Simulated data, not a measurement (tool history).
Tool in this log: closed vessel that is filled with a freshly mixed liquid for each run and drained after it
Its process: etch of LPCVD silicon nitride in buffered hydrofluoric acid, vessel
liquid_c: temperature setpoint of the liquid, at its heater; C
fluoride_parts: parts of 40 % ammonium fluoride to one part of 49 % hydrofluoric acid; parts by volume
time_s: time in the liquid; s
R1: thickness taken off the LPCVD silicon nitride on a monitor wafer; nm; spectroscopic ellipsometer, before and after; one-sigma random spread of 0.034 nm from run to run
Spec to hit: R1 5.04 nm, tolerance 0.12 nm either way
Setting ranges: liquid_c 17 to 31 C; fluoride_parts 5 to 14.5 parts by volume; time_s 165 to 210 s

run 1 hour=0 | liquid_c=23 fluoride_parts=9 time_s=210 | R1=2.9522
run 2 hour=5.2 | liquid_c=24.5 fluoride_parts=9 time_s=210 | R1=3.2427
run 3 hour=12.4 | liquid_c=24.5 fluoride_parts=8 time_s=210 | R1=3.625
run 4 hour=14.7 | liquid_c=25.5 fluoride_parts=8 time_s=210 | R1=3.8543
run 5 hour=18.8 | liquid_c=25.5 fluoride_parts=8 time_s=210 | R1=3.8935
run 6 hour=26.3 | liquid_c=26 fluoride_parts=8 time_s=210 | R1=3.9945
run 7 hour=31.7 | liquid_c=26.5 fluoride_parts=8 time_s=210 | R1=4.0956
run 8 hour=34.1 | liquid_c=27 fluoride_parts=8 time_s=210 | R1=4.1912
run 9 hour=36.1 | liquid_c=27.5 fluoride_parts=8 time_s=210 | R1=4.296
run 10 hour=43.5 | liquid_c=28 fluoride_parts=8 time_s=210 | R1=4.3984
run 11 hour=51 | liquid_c=28.5 fluoride_parts=8 time_s=210 | R1=4.553
run 12 hour=59.5 | liquid_c=29 fluoride_parts=8 time_s=210 | R1=4.6278
run 13 hour=60.4 | liquid_c=29.5 fluoride_parts=8 time_s=210 | R1=4.7929
run 14 hour=67.5 | liquid_c=30 fluoride_parts=8 time_s=210 | R1=4.8901

Next run, 4 choices. One meets every target within its allowed miss, the rest don't. Which?
run A hour=74.6 | liquid_c=30 fluoride_parts=6 time_s=165 | R1=?
run B hour=74.6 | liquid_c=31 fluoride_parts=7.5 time_s=205 | R1=?
run C hour=74.6 | liquid_c=30.5 fluoride_parts=7.5 time_s=210 | R1=?
run D hour=74.6 | liquid_c=30 fluoride_parts=7 time_s=200 | R1=?

move=A R1=5.043
move=B R1=5.3633
move=C R1=5.3528
move=D R1=5.3497
A: in spec on every target
B: takes the biggest miss from the last run beyond its target
C: takes the biggest miss from the last run beyond its target
D: takes the biggest miss from the last run beyond its target
Correct choice: A, which meets every target
